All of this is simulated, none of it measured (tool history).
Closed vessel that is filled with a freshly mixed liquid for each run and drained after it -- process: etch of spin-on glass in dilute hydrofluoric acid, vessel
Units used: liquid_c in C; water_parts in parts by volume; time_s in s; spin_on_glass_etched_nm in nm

{"run": 1, "hour": 0.0, "liquid_c": 22, "water_parts": 115, "time_s": 30, "spin_on_glass_etched_nm": 5.7857}
{"run": 2, "hour": 1.8, "liquid_c": 22, "water_parts": 115, "time_s": 30, "spin_on_glass_etched_nm": 5.7586}
{"run": 3, "hour": 6.1, "liquid_c": 22, "water_parts": 150, "time_s": 30, "spin_on_glass_etched_nm": 4.2735}
{"run": 4, "hour": 10.0, "liquid_c": 22, "water_parts": 150, "time_s": 30, "spin_on_glass_etched_nm": 4.237}
{"run": 5, "hour": 12.6, "liquid_c": 22, "water_parts": 150, "time_s": 30, "spin_on_glass_etched_nm": 4.2162}
{"run": 6, "hour": 20.6, "liquid_c": 24, "water_parts": 125, "time_s": 30, "spin_on_glass_etched_nm": 5.6958}
{"run": 7, "hour": 21.8, "liquid_c": 25.5, "water_parts": 105, "time_s": 30, "spin_on_glass_etched_nm": 7.3932}

Run 8 is up next; what results do you expect?
{"run": 8, "hour": 27.1, "liquid_c": 26.5, "water_parts": 90, "time_s": 30, "spin_on_glass_etched_nm": "?"}

{"run 8": {"spin_on_glass_etched_nm": 9.1477}}
